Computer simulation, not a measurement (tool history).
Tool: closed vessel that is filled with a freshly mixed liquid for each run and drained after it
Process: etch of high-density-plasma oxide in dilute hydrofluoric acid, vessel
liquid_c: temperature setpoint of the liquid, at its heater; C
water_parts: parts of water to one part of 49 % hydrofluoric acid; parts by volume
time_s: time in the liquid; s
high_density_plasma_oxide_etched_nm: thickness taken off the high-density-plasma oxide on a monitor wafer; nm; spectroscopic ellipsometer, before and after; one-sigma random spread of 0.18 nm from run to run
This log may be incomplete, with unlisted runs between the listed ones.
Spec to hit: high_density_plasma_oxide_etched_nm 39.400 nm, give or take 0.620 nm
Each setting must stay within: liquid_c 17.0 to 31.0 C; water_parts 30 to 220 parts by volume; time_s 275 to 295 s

run  hour  liquid_c  water_parts  time_s  high_density_plasma_oxide_etched_nm
  1   0.0      23.0          125     275                               12.246
  2   1.8      23.0          125     295                               13.212
  3  10.3      21.5          125     295                               12.491
  4  15.4      24.5          100     295                               18.064
  5  20.0      24.5           70     295                               26.769
  6  24.0      27.0           70     295                               29.691
  7  26.8      28.0           65     295                               33.525
  8  30.3      28.0           65     295                               33.487
  9  35.4      29.0           65     295                               34.859
 10  36.4      29.5           65     295                               35.583
 11  45.7      30.0           65     295                               36.287
 12  54.6      30.5           65     295                               37.140
 13  63.6      31.0           65     295                               37.358
 14  66.0      31.0           60     295                               41.065
 15  70.7      30.5           60     295                               40.363

Next run, 5 choices. One meets every target within its allowed miss, the rest don't. Which?
  A  75.4      29.5           55     275                                    ?
  B  75.4      30.0           55     280                                    ?
  C  75.4      30.0           60     280                                    ?
  D  75.4      31.0           60     295                                    ?
  E  75.4      30.0           55     285                                    ?

move  high_density_plasma_oxide_etched_nm
   A                               39.785
   B                               41.309
   C                               37.580
   D                               41.156
   E                               42.047
A: all results in spec
B: lands further from the targets than the last run did
C: pushes the last run's worst result past its target
D: lands further from the targets than the last run did
E: lands further from the targets than the last run did
Go with A: it meets all targets.
